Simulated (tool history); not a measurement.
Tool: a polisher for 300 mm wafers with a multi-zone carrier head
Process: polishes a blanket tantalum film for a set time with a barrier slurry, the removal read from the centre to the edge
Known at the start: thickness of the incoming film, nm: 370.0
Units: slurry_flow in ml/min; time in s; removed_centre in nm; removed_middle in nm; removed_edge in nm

run,hour,slurry_flow,centre_zone,middle_zone,edge_zone,slurry_solids,time,removed_centre,removed_middle,removed_edge
1,0,155,1,1,1,1,36,86.271,87.429,89.859
2,8.8,155,1,1,0.95,1,36,87.162,88.211,88.122
3,13.4,150,1,0.98,0.94,0.95,35,82.196,83.546,83.22
4,20.8,150,0.93,0.98,0.94,0.95,35,75.713,82.339,84.223
5,22.4,145,0.94,0.96,0.94,0.9,34,72,78.076,80.853
6,28.5,145,0.94,0.96,0.94,0.8,34,71.586,75.542,76.855
7,31.7,145,0.94,0.96,0.94,0.8,34,71.924,75.873,77.23
8,40.1,145,0.95,0.94,0.94,0.75,33,69.417,71.028,73.628

The next listed run, before its measurement:
9,44.9,145,0.95,0.93,0.94,0.7,32,?,?,?

Run 9 gave removed_centre 66.112 nm, removed_middle 67.252 nm, removed_edge 70.723 nm.
